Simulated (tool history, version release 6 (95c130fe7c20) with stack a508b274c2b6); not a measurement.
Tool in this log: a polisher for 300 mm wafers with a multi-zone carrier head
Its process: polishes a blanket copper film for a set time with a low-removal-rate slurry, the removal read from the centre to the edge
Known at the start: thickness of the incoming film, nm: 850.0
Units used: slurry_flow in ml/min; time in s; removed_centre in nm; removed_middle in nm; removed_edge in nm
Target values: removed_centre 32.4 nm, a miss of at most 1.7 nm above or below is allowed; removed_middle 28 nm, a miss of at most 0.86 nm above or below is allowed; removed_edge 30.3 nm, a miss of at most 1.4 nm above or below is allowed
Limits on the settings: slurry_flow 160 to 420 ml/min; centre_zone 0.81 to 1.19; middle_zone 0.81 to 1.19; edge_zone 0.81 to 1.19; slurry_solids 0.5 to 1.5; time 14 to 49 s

{"run": 1, "hour": 0.0, "slurry_flow": 270, "centre_zone": 1, "middle_zone": 1, "edge_zone": 1, "slurry_solids": 1, "time": 31, "removed_centre": 48.526, "removed_middle": 51.234, "removed_edge": 49.019}
{"run": 2, "hour": 2.1, "slurry_flow": 270, "centre_zone": 1, "middle_zone": 1, "edge_zone": 1.03, "slurry_solids": 1, "time": 31, "removed_centre": 50.604, "removed_middle": 51.206, "removed_edge": 50.724}
{"run": 3, "hour": 7.7, "slurry_flow": 270, "centre_zone": 1, "middle_zone": 1, "edge_zone": 0.96, "slurry_solids": 1, "time": 31, "removed_centre": 49.554, "removed_middle": 51.737, "removed_edge": 48.935}
{"run": 4, "hour": 9.9, "slurry_flow": 265, "centre_zone": 1.01, "middle_zone": 0.97, "edge_zone": 0.95, "slurry_solids": 0.9, "time": 29, "removed_centre": 46.388, "removed_middle": 46.503, "removed_edge": 43.997}
{"run": 5, "hour": 15.4, "slurry_flow": 260, "centre_zone": 1, "middle_zone": 0.94, "edge_zone": 0.96, "slurry_solids": 0.85, "time": 27, "removed_centre": 42.136, "removed_middle": 40.645, "removed_edge": 41.414}
{"run": 6, "hour": 20.4, "slurry_flow": 260, "centre_zone": 1, "middle_zone": 0.92, "edge_zone": 0.94, "slurry_solids": 0.8, "time": 26, "removed_centre": 40.006, "removed_middle": 38.387, "removed_edge": 39.139}
{"run": 7, "hour": 27.2, "slurry_flow": 255, "centre_zone": 1, "middle_zone": 0.9, "edge_zone": 0.92, "slurry_solids": 0.75, "time": 25, "removed_centre": 37.188, "removed_middle": 35.162, "removed_edge": 37.17}
{"run": 8, "hour": 29.3, "slurry_flow": 255, "centre_zone": 1.01, "middle_zone": 0.89, "edge_zone": 0.9, "slurry_solids": 0.7, "time": 24, "removed_centre": 35.06, "removed_middle": 32.967, "removed_edge": 32.922}
{"run": 9, "hour": 35.0, "slurry_flow": 250, "centre_zone": 1.01, "middle_zone": 0.87, "edge_zone": 0.9, "slurry_solids": 0.65, "time": 24, "removed_centre": 34.884, "removed_middle": 31.272, "removed_edge": 33.064}
{"run": 10, "hour": 41.5, "slurry_flow": 245, "centre_zone": 1.01, "middle_zone": 0.86, "edge_zone": 0.89, "slurry_solids": 0.65, "time": 24, "removed_centre": 33.329, "removed_middle": 31.195, "removed_edge": 33.056}
{"run": 11, "hour": 46.8, "slurry_flow": 240, "centre_zone": 1.02, "middle_zone": 0.85, "edge_zone": 0.88, "slurry_solids": 0.65, "time": 24, "removed_centre": 34.057, "removed_middle": 30.905, "removed_edge": 32.678}
{"run": 12, "hour": 52.0, "slurry_flow": 240, "centre_zone": 1.02, "middle_zone": 0.84, "edge_zone": 0.87, "slurry_solids": 0.6, "time": 24, "removed_centre": 34.798, "removed_middle": 29.904, "removed_edge": 31.866}
{"run": 13, "hour": 53.0, "slurry_flow": 235, "centre_zone": 1.01, "middle_zone": 0.83, "edge_zone": 0.86, "slurry_solids": 0.6, "time": 24, "removed_centre": 32.764, "removed_middle": 28.982, "removed_edge": 31.998}
{"run": 14, "hour": 56.1, "slurry_flow": 235, "centre_zone": 1.01, "middle_zone": 0.83, "edge_zone": 0.85, "slurry_solids": 0.6, "time": 24, "removed_centre": 33.24, "removed_middle": 29.635, "removed_edge": 31.948}
{"run": 15, "hour": 61.7, "slurry_flow": 235, "centre_zone": 1.01, "middle_zone": 0.83, "edge_zone": 0.84, "slurry_solids": 0.6, "time": 24, "removed_centre": 34.099, "removed_middle": 29.828, "removed_edge": 30.91}
{"run": 16, "hour": 62.6, "slurry_flow": 230, "centre_zone": 1.01, "middle_zone": 0.83, "edge_zone": 0.84, "slurry_solids": 0.6, "time": 24, "removed_centre": 33.331, "removed_middle": 29.876, "removed_edge": 30.938}

5 candidate next runs follow, results not yet known. Just one meets every target within its allowed miss. Identify it.
{"run": "A", "hour": 63.5, "slurry_flow": 260, "centre_zone": 0.9, "middle_zone": 0.83, "edge_zone": 0.89, "slurry_solids": 0.65, "time": 25, "removed_centre": "?", "removed_middle": "?", "removed_edge": "?"}
{"run": "B", "hour": 63.5, "slurry_flow": 220, "centre_zone": 1.03, "middle_zone": 0.83, "edge_zone": 0.83, "slurry_solids": 0.6, "time": 23, "removed_centre": "?", "removed_middle": "?", "removed_edge": "?"}
{"run": "C", "hour": 63.5, "slurry_flow": 190, "centre_zone": 1.06, "middle_zone": 0.99, "edge_zone": 0.84, "slurry_solids": 0.8, "time": 21, "removed_centre": "?", "removed_middle": "?", "removed_edge": "?"}
{"run": "D", "hour": 63.5, "slurry_flow": 280, "centre_zone": 0.98, "middle_zone": 0.86, "edge_zone": 0.81, "slurry_solids": 0.95, "time": 22, "removed_centre": "?", "removed_middle": "?", "removed_edge": "?"}
{"run": "E", "hour": 63.5, "slurry_flow": 160, "centre_zone": 0.92, "middle_zone": 0.98, "edge_zone": 0.9, "slurry_solids": 0.7, "time": 22, "removed_centre": "?", "removed_middle": "?", "removed_edge": "?"}

move=A removed_centre=32.039 removed_middle=31.488 removed_edge=34.531
move=B removed_centre=32.157 removed_middle=27.97 removed_edge=29.962
move=C removed_centre=32.131 removed_middle=31.515 removed_edge=29.326
move=D removed_centre=33.844 removed_middle=31.659 removed_edge=32.466
move=E removed_centre=28.102 removed_middle=31.175 removed_edge=30.16
A: its largest miss is bigger than the last run's
B: every result within its allowed miss
C: its largest miss is bigger than the last run's
D: its largest miss is bigger than the last run's
E: its largest miss is bigger than the last run's
Move B is the one to make.

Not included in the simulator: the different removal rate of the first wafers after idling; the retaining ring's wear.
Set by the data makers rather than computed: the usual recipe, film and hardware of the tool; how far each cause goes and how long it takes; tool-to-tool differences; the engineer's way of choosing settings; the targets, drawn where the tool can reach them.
